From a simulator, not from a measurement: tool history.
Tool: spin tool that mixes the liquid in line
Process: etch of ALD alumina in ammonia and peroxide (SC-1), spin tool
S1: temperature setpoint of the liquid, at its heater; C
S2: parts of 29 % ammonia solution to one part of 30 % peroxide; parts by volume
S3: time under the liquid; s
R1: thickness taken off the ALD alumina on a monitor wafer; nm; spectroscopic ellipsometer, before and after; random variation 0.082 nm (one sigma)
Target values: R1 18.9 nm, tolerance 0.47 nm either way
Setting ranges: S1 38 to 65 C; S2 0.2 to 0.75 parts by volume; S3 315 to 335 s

Run 1, day 0: S1 49 C, S2 0.45 parts by volume, S3 315 s. Result: R1 10.555 nm.
Run 2, day 0.062: S1 49 C, S2 0.35 parts by volume, S3 315 s. Result: R1 10.267 nm.
Run 3, day 0.15: S1 43 C, S2 0.35 parts by volume, S3 315 s. Result: R1 7.3312 nm.
Run 4, day 0.188: S1 50 C, S2 0.35 parts by volume, S3 315 s. Result: R1 10.893 nm.
Run 5, day 0.362: S1 45 C, S2 0.35 parts by volume, S3 315 s. Result: R1 8.2121 nm.
Run 6, day 0.638: S1 45 C, S2 0.35 parts by volume, S3 335 s. Result: R1 8.7787 nm.
Run 7, day 0.792: S1 45 C, S2 0.35 parts by volume, S3 335 s. Result: R1 8.8119 nm.
Run 8, day 1.088: S1 46.5 C, S2 0.35 parts by volume, S3 335 s. Result: R1 9.5199 nm.
Run 9, day 1.179: S1 48 C, S2 0.35 parts by volume, S3 335 s. Result: R1 10.39 nm.
Run 10, day 1.538: S1 49 C, S2 0.35 parts by volume, S3 335 s. Result: R1 10.994 nm.
Run 11, day 1.838: S1 57 C, S2 0.35 parts by volume, S3 335 s. Result: R1 16.852 nm.
Run 12, day 2.212: S1 58.5 C, S2 0.35 parts by volume, S3 335 s. Result: R1 18.307 nm.

Below are 5 possible settings for the next run. Only one of them brings all results inside the allowed miss of their targets. Which is it?
Run A, day 2.588: S1 61 C, S2 0.25 parts by volume, S3 315 s. Result: R1 ?.
Run B, day 2.588: S1 60 C, S2 0.25 parts by volume, S3 315 s. Result: R1 ?.
Run C, day 2.588: S1 60.5 C, S2 0.3 parts by volume, S3 335 s. Result: R1 ?.
Run D, day 2.588: S1 60.5 C, S2 0.4 parts by volume, S3 335 s. Result: R1 ?.
Run E, day 2.588: S1 60 C, S2 0.4 parts by volume, S3 335 s. Result: R1 ?.

move      R1
   A   18.89
   B  17.947
   C  19.923
   D  20.473
   E  19.955
A: each result inside its tolerance
B: the biggest miss grows against the last run
C: the result that was furthest off in the last run now lies on the other side of its target
D: the result that was furthest off in the last run now lies on the other side of its target
E: the result that was furthest off in the last run now lies on the other side of its target
The right move is A.
